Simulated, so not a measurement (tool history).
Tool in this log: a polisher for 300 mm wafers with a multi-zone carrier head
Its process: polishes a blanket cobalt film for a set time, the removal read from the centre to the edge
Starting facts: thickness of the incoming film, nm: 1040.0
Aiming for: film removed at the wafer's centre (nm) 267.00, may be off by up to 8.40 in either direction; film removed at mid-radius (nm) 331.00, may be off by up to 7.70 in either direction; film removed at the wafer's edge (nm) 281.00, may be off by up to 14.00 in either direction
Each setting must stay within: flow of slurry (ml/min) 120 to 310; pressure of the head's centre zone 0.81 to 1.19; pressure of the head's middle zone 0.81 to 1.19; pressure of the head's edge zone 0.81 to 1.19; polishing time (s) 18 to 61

run  hour  flow of slurry (ml/min)  pressure of the head's centre zone  pressure of the head's middle zone  pressure of the head's edge zone  polishing time (s)  film removed at the wafer's centre (nm)  film removed at mid-radius (nm)  film removed at the wafer's edge (nm)
  1   0.0                      200                                1.00                                1.00                              1.00                  39                                   269.42                           261.00                                 258.28
  2   3.9                      200                                1.00                                1.05                              1.00                  39                                   269.35                           277.11                                 263.06
  3  12.3                      200                                0.93                                1.05                              1.00                  39                                   252.39                           276.04                                 266.85
  4  17.6                      215                                0.93                                1.08                              0.99                  39                                   253.59                           283.64                                 267.49
  5  22.4                      215                                0.93                                1.08                              0.92                  39                                   259.04                           284.17                                 256.97
  6  26.2                      215                                0.88                                1.08                              0.92                  39                                   246.46                           285.45                                 249.75
  7  28.4                      225                                0.89                                1.11                              0.93                  39                                   249.63                           290.26                                 255.74
  8  29.7                      230                                0.89                                1.13                              0.93                  40                                   259.38                           305.15                                 263.57

Next run, 4 choices. One meets every target within its allowed miss, the rest don't. Which?
  A  31.0                      235                                0.94                                0.98                              0.97                  40                                        ?                                ?                                      ?
  B  31.0                      225                                0.90                                1.19                              1.03                  41                                        ?                                ?                                      ?
  C  31.0                      220                                0.93                                1.15                              0.94                  43                                        ?                                ?                                      ?
  D  31.0                      225                                0.81                                1.19                              1.00                  41                                        ?                                ?                                      ?

move  film removed at the wafer's centre (nm)  film removed at mid-radius (nm)  film removed at the wafer's edge (nm)
   A                                   270.66                           273.12                                 268.33
   B                                   267.72                           328.91                                 281.33
   C                                   286.71                           334.08                                 282.03
   D                                   248.25                           329.04                                 277.32
A: further off than the last run
B: every result within its allowed miss
C: the worst result of the last run now meets its target, but another is out of spec
D: the worst result of the last run now meets its target, but another is out of spec
The move that meets every target is B.
